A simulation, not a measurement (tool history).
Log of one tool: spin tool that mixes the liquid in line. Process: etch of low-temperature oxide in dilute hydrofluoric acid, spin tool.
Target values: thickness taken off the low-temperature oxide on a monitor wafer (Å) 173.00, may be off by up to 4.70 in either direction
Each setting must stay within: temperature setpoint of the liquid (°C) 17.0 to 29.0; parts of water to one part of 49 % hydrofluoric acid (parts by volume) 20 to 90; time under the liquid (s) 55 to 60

run  hour  temperature setpoint of the liquid (°C)  parts of water to one part of 49 % hydrofluoric acid (parts by volume)  time under the liquid (s)  thickness taken off the low-temperature oxide on a monitor wafer (Å)
  1   0.0                                     21.0                                                                      50                         55                                                                313.42
  2   7.6                                     20.0                                                                      55                         55                                                                275.22
  3  14.8                                     23.0                                                                      55                         55                                                                308.52
  4  23.8                                     23.0                                                                      40                         55                                                                439.05
  5  28.8                                     23.0                                                                      30                         55                                                                579.53
  6  32.2                                     22.0                                                                      40                         55                                                                414.65
  7  35.8                                     21.0                                                                      45                         55                                                                351.98
  8  40.3                                     20.0                                                                      50                         55                                                                299.31
  9  41.1                                     19.5                                                                      55                         55                                                                273.56
 10  49.2                                     19.0                                                                      60                         55                                                                239.46
 11  57.4                                     18.5                                                                      60                         55                                                                230.77
 12  61.6                                     18.0                                                                      60                         55                                                                228.73
 13  66.9                                     17.5                                                                      65                         55                                                                205.51
 14  74.1                                     17.0                                                                      70                         55                                                                185.48

Which single option among these 5 for the next run brings every result within its allowed miss of target? Just one does.
  A  81.3                                     17.0                                                                      65                         55                                                                     ?
  B  81.3                                     17.5                                                                      80                         60                                                                     ?
  C  81.3                                     17.0                                                                      75                         55                                                                     ?
  D  81.3                                     17.5                                                                      80                         55                                                                     ?
  E  81.3                                     20.0                                                                      90                         55                                                                     ?

move  thickness taken off the low-temperature oxide on a monitor wafer (Å)
   A                                                                202.59
   B                                                                180.48
   C                                                                173.68
   D                                                                165.44
   E                                                                161.51
A: lands further from the targets than the last run did
B: nearer than the last run, and not there yet
C: each result inside its tolerance
D: takes the result that was furthest off past its target
E: takes the result that was furthest off past its target
Correct choice: C, which meets every target
